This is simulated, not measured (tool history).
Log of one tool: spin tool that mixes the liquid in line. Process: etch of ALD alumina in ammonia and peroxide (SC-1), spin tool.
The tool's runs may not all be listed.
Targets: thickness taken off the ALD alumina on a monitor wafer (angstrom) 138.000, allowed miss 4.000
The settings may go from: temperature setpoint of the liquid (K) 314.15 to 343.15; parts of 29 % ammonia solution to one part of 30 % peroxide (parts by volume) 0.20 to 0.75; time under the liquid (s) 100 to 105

run,hour,temperature setpoint of the liquid (K),parts of 29 % ammonia solution to one part of 30 % peroxide (parts by volume),time under the liquid (s),thickness taken off the ALD alumina on a monitor wafer (angstrom)
1,0.0,330.15,0.45,100,67.193
2,5.7,330.15,0.55,100,67.748
3,8.1,330.15,0.45,100,68.007
4,13.8,330.15,0.45,100,66.267
5,15.5,330.15,0.50,100,67.508
6,20.0,336.15,0.50,100,93.446
7,23.7,337.15,0.50,100,96.546
8,31.6,337.15,0.50,100,96.814
9,38.4,338.15,0.50,100,102.570
10,42.6,339.15,0.50,100,108.740
11,44.9,339.65,0.50,100,110.830
12,52.8,340.15,0.50,100,113.720
13,57.3,343.15,0.55,100,133.780

Which of these 4 next moves meets every target?
A,61.8,343.15,0.40,100,?
B,61.8,341.65,0.55,100,?
C,61.8,342.65,0.55,105,?
D,61.8,342.65,0.60,100,?

move,thickness taken off the ALD alumina on a monitor wafer (angstrom)
A,129.380
B,123.870
C,136.610
D,131.180
A: further off than the last run
B: further off than the last run
C: meets every target
D: further off than the last run
Move C is the one to make.
